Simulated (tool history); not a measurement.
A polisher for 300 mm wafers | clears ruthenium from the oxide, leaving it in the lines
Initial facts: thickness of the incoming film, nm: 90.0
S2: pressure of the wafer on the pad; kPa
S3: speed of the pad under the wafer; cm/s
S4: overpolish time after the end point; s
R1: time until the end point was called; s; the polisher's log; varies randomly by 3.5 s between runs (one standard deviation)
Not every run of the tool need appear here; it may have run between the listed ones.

Run 1, day 0: flow of slurry (ml/min) 315, S2 11 kPa, S3 82 cm/s, S4 7 s. Result: R1 119.1 s.
Run 2, day 0.342: flow of slurry (ml/min) 315, S2 11 kPa, S3 100 cm/s, S4 7 s. Result: R1 96.832 s.
Run 3, day 0.4: flow of slurry (ml/min) 315, S2 9.7 kPa, S3 98 cm/s, S4 7 s. Result: R1 114.28 s.
Run 4, day 0.704: flow of slurry (ml/min) 315, S2 9 kPa, S3 98 cm/s, S4 7 s. Result: R1 118.91 s.
Run 5, day 0.817: flow of slurry (ml/min) 315, S2 8.3 kPa, S3 96 cm/s, S4 7 s. Result: R1 131.31 s.
Run 6, day 0.858: flow of slurry (ml/min) 315, S2 7.6 kPa, S3 96 cm/s, S4 7 s. Result: R1 141.78 s.
Run 7, day 1.183: flow of slurry (ml/min) 315, S2 6.9 kPa, S3 96 cm/s, S4 7 s. Result: R1 154.46 s.

Forecast run 8:
Run 8, day 1.242: flow of slurry (ml/min) 315, S2 5.5 kPa, S3 94 cm/s, S4 7 s. Result: R1 ?.

Run 8 came out at R1 192.28 s.
